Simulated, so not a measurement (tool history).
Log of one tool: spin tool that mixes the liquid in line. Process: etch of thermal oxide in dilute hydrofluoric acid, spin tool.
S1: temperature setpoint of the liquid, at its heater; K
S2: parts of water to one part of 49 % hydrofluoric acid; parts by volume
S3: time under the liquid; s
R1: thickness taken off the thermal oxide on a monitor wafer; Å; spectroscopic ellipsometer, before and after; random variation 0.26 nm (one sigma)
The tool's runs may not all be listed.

run  hour      S1  S2   S3      R1
  1     0  294.15  80  290  155.54
  2   8.4  294.15  60  290  211.74
  3  13.8  292.15  60  290  192.02
  4  16.5  292.15  60  290  194.62
  5  19.8  294.15  60  290  211.62
  6  23.4  296.65  60  290  230.94
  7  24.2  297.65  60  290  240.34

The next listed run, before its measurement:
  8  28.5  301.65  55  290   ?

{"run 8": {"R1": 307.03}}

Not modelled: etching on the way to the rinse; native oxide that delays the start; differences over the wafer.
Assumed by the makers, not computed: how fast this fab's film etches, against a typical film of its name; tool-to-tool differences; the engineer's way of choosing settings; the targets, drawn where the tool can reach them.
